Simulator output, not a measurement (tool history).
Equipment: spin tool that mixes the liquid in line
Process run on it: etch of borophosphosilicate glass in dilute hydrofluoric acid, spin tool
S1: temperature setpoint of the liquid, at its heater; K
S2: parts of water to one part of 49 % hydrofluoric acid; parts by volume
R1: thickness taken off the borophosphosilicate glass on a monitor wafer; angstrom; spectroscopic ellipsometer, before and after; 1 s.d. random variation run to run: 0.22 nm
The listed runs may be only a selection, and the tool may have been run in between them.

{"run": 1, "hour": 0.0, "S1": 299.15, "S2": 195, "time under the liquid (s)": 70, "R1": 189.3}
{"run": 2, "hour": 6.7, "S1": 300.65, "S2": 185, "time under the liquid (s)": 70, "R1": 212.59}
{"run": 3, "hour": 12.0, "S1": 300.65, "S2": 185, "time under the liquid (s)": 55, "R1": 165.06}
{"run": 4, "hour": 17.5, "S1": 300.65, "S2": 225, "time under the liquid (s)": 55, "R1": 131.02}
{"run": 5, "hour": 23.2, "S1": 304.15, "S2": 225, "time under the liquid (s)": 55, "R1": 147.09}
{"run": 6, "hour": 29.9, "S1": 304.15, "S2": 180, "time under the liquid (s)": 55, "R1": 196.52}
{"run": 7, "hour": 35.0, "S1": 307.15, "S2": 105, "time under the liquid (s)": 55, "R1": 412.15}

Expected results for the next run?
{"run": 8, "hour": 42.7, "S1": 305.65, "S2": 105, "time under the liquid (s)": 55, "R1": "?"}

For run 8 the tool returned R1 399.2 angstrom.
